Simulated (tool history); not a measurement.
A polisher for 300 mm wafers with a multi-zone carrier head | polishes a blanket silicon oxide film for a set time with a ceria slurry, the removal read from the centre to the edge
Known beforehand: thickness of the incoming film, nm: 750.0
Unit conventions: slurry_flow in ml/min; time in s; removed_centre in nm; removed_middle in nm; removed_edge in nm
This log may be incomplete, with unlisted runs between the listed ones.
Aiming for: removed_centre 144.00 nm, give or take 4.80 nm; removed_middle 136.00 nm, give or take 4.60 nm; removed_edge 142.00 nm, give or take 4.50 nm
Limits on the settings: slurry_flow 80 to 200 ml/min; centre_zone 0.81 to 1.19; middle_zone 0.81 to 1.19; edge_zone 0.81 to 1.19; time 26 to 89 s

run,hour,slurry_flow,centre_zone,middle_zone,edge_zone,time,removed_centre,removed_middle,removed_edge
1,0.0,130,1.00,1.00,1.00,57,262.15,259.50,260.74
2,3.3,125,0.99,0.97,0.96,48,216.00,212.38,213.16
3,11.7,125,0.99,0.94,0.96,48,219.86,205.68,212.65
4,15.6,115,0.96,0.91,0.92,43,191.01,176.22,184.37
5,17.2,115,1.03,0.91,0.92,43,198.51,179.50,185.84
6,25.4,115,1.03,0.91,0.92,53,240.97,222.47,229.98
7,27.2,110,0.99,0.90,0.90,47,209.11,193.59,201.69
8,33.8,105,0.97,0.90,0.89,42,179.99,167.36,176.55
9,37.5,100,0.92,0.89,0.81,33,136.72,130.78,134.32
10,39.5,105,0.92,0.89,0.82,33,135.32,131.04,134.62
11,41.6,130,0.95,0.88,0.87,34,153.05,140.75,144.87
12,47.1,125,0.94,0.88,0.87,34,147.88,141.40,144.36

4 next moves are on the table. One of them brings every result within its allowed miss. Which?
A,52.6,145,0.91,0.86,0.85,35,?,?,?
B,52.6,170,0.87,0.82,0.85,32,?,?,?
C,52.6,95,0.83,0.89,0.89,34,?,?,?
D,52.6,105,1.05,0.83,0.86,32,?,?,?

move,removed_centre,removed_middle,removed_edge
A,152.37,146.55,150.61
B,139.26,133.97,140.34
C,126.92,133.58,140.34
D,143.00,123.50,132.47
A: moves away from the targets compared with the last run
B: hits every target within its allowed miss
C: puts the biggest miss on target and leaves a different result outside tolerance
D: moves the result that the last run missed by most past its target, out the other side
Go with B: it meets all targets.
